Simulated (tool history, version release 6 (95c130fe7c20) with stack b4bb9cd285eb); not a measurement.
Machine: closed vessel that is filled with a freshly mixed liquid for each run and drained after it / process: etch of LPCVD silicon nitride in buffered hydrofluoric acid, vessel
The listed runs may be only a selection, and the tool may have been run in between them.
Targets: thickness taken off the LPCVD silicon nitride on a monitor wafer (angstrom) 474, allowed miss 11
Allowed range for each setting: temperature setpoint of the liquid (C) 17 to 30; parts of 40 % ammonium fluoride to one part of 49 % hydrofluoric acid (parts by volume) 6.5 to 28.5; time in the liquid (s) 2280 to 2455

run  hour  temperature setpoint of the liquid (C)  parts of 40 % ammonium fluoride to one part of 49 % hydrofluoric acid (parts by volume)  time in the liquid (s)  thickness taken off the LPCVD silicon nitride on a monitor wafer (angstrom)
  1     0                                      22                                                                                     17.5                    2280                                                                       196.27
  2   7.9                                    19.5                                                                                     17.5                    2280                                                                        170.4
  3  10.6                                    19.5                                                                                       14                    2280                                                                       210.65
  4  14.6                                    20.5                                                                                     13.5                    2280                                                                       232.51
  5  22.5                                    21.5                                                                                       13                    2280                                                                       256.39
  6  30.3                                    21.5                                                                                       13                    2280                                                                       255.74
  7  36.3                                    22.5                                                                                       13                    2280                                                                       271.22
  8  43.8                                    23.5                                                                                       13                    2280                                                                       286.56
  9  51.3                                    24.5                                                                                     12.5                    2280                                                                       313.31
 10  53.8                                      25                                                                                     12.5                    2280                                                                       320.27
 11  57.5                                    25.5                                                                                     12.5                    2280                                                                       331.65
 12  63.9                                    25.5                                                                                     12.5                    2280                                                                       331.09

5 next moves are on the table. One of them brings every result within its allowed miss. Which?
  A  70.3                                      28                                                                                       10                    2315                                                                            ?
  B  70.3                                    25.5                                                                                       10                    2455                                                                            ?
  C  70.3                                      26                                                                                       10                    2440                                                                            ?
  D  70.3                                      28                                                                                       12                    2325                                                                            ?
  E  70.3                                    23.5                                                                                        8                    2295                                                                            ?

move  thickness taken off the LPCVD silicon nitride on a monitor wafer (angstrom)
   A                                                                       475.31
   B                                                                       440.89
   C                                                                       450.17
   D                                                                        399.7
   E                                                                       448.89
A: all results in spec
B: nearer than the last run, and not there yet
C: nearer than the last run, and not there yet
D: nearer than the last run, and not there yet
E: nearer than the last run, and not there yet
Answer: A
